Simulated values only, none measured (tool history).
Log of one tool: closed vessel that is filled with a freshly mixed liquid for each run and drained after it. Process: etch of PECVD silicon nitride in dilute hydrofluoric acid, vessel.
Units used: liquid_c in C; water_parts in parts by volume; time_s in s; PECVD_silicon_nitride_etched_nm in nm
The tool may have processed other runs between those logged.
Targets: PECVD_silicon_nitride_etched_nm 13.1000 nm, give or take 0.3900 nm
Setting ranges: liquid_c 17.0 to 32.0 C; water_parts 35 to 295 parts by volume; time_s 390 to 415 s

run	day	liquid_c	water_parts	time_s	PECVD_silicon_nitride_etched_nm
1	0.000	24.0	165	390	7.0628
2	0.167	25.0	160	390	7.7912
3	0.442	26.0	160	390	8.3452
4	0.604	27.0	160	390	8.8499
5	0.671	27.0	190	390	7.4236
6	0.721	27.0	230	390	6.1881
7	0.767	27.5	220	390	6.5563
8	1.000	28.0	210	390	7.1675
9	1.025	28.5	200	390	7.7348
10	1.388	29.0	190	390	8.4199
11	1.433	29.5	185	390	8.9520
12	1.800	30.0	180	390	9.3879
13	1.838	32.0	135	390	14.2700

Of the 4 settings listed for the next run, only one would bring every result within its allowed miss of target. Which one?
A	1.875	32.0	135	410	?
B	1.875	29.5	125	390	?
C	1.875	29.5	115	405	?
D	1.875	31.5	120	390	?

move	PECVD_silicon_nitride_etched_nm
A	14.9200
B	13.1610
C	14.8650
D	15.5190
A: the biggest miss grows against the last run
B: all results land within tolerance of their targets
C: the biggest miss grows against the last run
D: the biggest miss grows against the last run
B is the move that brings every result within its allowed miss.
